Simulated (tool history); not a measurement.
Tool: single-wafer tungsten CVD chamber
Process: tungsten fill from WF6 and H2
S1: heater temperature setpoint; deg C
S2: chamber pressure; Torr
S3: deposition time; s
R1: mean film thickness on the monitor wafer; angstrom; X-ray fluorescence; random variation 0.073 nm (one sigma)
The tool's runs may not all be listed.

run 1 hour=0.0 | S1=375 S2=33.2 S3=11.8 | R1=208.68
run 2 hour=3.8 | S1=375 S2=33.2 S3=11.3 | R1=198.92
run 3 hour=5.3 | S1=379 S2=33.3 S3=11.3 | R1=213.84
run 4 hour=13.4 | S1=379 S2=38.1 S3=11.3 | R1=226.35
run 5 hour=17.6 | S1=386 S2=38.1 S3=11.3 | R1=257.75
run 6 hour=25.3 | S1=387 S2=38.2 S3=11.3 | R1=261.82
run 7 hour=26.6 | S1=388 S2=38.2 S3=11.3 | R1=266.57
run 8 hour=35.3 | S1=389 S2=38.2 S3=11.3 | R1=270.42

Forecast run 9:
-- hour=42.3 capacitance manometer re-zeroed and calibrated
run 9 hour=42.3 | S1=390 S2=38.3 S3=11.3 | R1=?

R1: 271.05 angstrom

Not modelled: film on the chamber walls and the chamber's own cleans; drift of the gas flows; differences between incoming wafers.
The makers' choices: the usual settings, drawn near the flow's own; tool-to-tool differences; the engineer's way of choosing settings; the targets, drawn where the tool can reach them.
